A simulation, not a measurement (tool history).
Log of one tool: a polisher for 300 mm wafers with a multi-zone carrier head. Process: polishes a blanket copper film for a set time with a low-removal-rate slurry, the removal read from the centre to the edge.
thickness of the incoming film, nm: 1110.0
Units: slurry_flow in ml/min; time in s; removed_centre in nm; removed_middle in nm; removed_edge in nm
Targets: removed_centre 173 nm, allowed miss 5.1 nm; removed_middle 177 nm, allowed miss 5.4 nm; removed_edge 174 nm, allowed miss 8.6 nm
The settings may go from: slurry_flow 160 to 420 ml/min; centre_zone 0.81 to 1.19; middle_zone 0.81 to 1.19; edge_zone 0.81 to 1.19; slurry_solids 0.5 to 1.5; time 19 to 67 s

run 1 hour=0 | slurry_flow=270 centre_zone=1 middle_zone=1 edge_zone=1 slurry_solids=1 time=43 | removed_centre=121.28 removed_middle=120.54 removed_edge=119.45
run 2 hour=6 | slurry_flow=330 centre_zone=1 middle_zone=1 edge_zone=1 slurry_solids=1 time=43 | removed_centre=122.59 removed_middle=122.96 removed_edge=122.13
run 3 hour=7.8 | slurry_flow=295 centre_zone=1 middle_zone=1 edge_zone=1 slurry_solids=1 time=43 | removed_centre=122.02 removed_middle=122.18 removed_edge=120
run 4 hour=11 | slurry_flow=295 centre_zone=1 middle_zone=0.92 edge_zone=1 slurry_solids=1 time=43 | removed_centre=122.34 removed_middle=114.76 removed_edge=122.18
run 5 hour=18.5 | slurry_flow=295 centre_zone=1 middle_zone=0.92 edge_zone=1 slurry_solids=0.9 time=43 | removed_centre=119.95 removed_middle=114.24 removed_edge=119.33
run 6 hour=21.4 | slurry_flow=295 centre_zone=1 middle_zone=0.92 edge_zone=1 slurry_solids=0.9 time=49 | removed_centre=138.56 removed_middle=128.1 removed_edge=134.75
run 7 hour=27.1 | slurry_flow=300 centre_zone=1 middle_zone=0.95 edge_zone=1.01 slurry_solids=1 time=49 | removed_centre=140.34 removed_middle=134.37 removed_edge=138.13
run 8 hour=32.5 | slurry_flow=315 centre_zone=1.08 middle_zone=1.05 edge_zone=1.11 slurry_solids=1.25 time=52 | removed_centre=169.11 removed_middle=162.72 removed_edge=164.41
run 9 hour=37.5 | slurry_flow=320 centre_zone=1.08 middle_zone=1.06 edge_zone=1.12 slurry_solids=1.25 time=52 | removed_centre=168.01 removed_middle=167.38 removed_edge=162.66
run 10 hour=42.3 | slurry_flow=320 centre_zone=1.08 middle_zone=1.06 edge_zone=1.13 slurry_solids=1.25 time=52 | removed_centre=168.48 removed_middle=165.49 removed_edge=163.49
run 11 hour=42.8 | slurry_flow=320 centre_zone=1.08 middle_zone=1.06 edge_zone=1.14 slurry_solids=1.25 time=52 | removed_centre=168.9 removed_middle=166.54 removed_edge=164.31
run 12 hour=43.9 | slurry_flow=330 centre_zone=1.07 middle_zone=1.07 edge_zone=1.16 slurry_solids=1.35 time=52 | removed_centre=169.85 removed_middle=168.75 removed_edge=167.28
run 13 hour=51.4 | slurry_flow=330 centre_zone=1.07 middle_zone=1.07 edge_zone=1.16 slurry_solids=1.35 time=52 | removed_centre=169.71 removed_middle=167.26 removed_edge=170.91
run 14 hour=55 | slurry_flow=330 centre_zone=1.07 middle_zone=1.08 edge_zone=1.16 slurry_solids=1.35 time=52 | removed_centre=171.75 removed_middle=168.59 removed_edge=168.06

5 next moves are on the table. One of them brings every result within its allowed miss. Which?
run A hour=58.6 | slurry_flow=290 centre_zone=1.13 middle_zone=1.01 edge_zone=1.19 slurry_solids=1.5 time=49 | removed_centre=? removed_middle=? removed_edge=?
run B hour=58.6 | slurry_flow=355 centre_zone=1.12 middle_zone=1.06 edge_zone=1.06 slurry_solids=1.2 time=53 | removed_centre=? removed_middle=? removed_edge=?
run C hour=58.6 | slurry_flow=335 centre_zone=1.19 middle_zone=1.19 edge_zone=1.05 slurry_solids=1.45 time=49 | removed_centre=? removed_middle=? removed_edge=?
run D hour=58.6 | slurry_flow=345 centre_zone=1.06 middle_zone=1.1 edge_zone=1.16 slurry_solids=1.15 time=55 | removed_centre=? removed_middle=? removed_edge=?
run E hour=58.6 | slurry_flow=355 centre_zone=1.14 middle_zone=1.08 edge_zone=1.18 slurry_solids=1.1 time=52 | removed_centre=? removed_middle=? removed_edge=?

move=A removed_centre=171.99 removed_middle=152.2 removed_edge=160.21
move=B removed_centre=179.44 removed_middle=166.62 removed_edge=157.91
move=C removed_centre=182.59 removed_middle=176.04 removed_edge=150.29
move=D removed_centre=174.28 removed_middle=176.58 removed_edge=169.69
move=E removed_centre=176.13 removed_middle=163.18 removed_edge=160.75
A: further off than the last run
B: further off than the last run
C: brings the result that was furthest off to its target, and leaves another outside
D: meets every target
E: further off than the last run
Move D is the one to make.
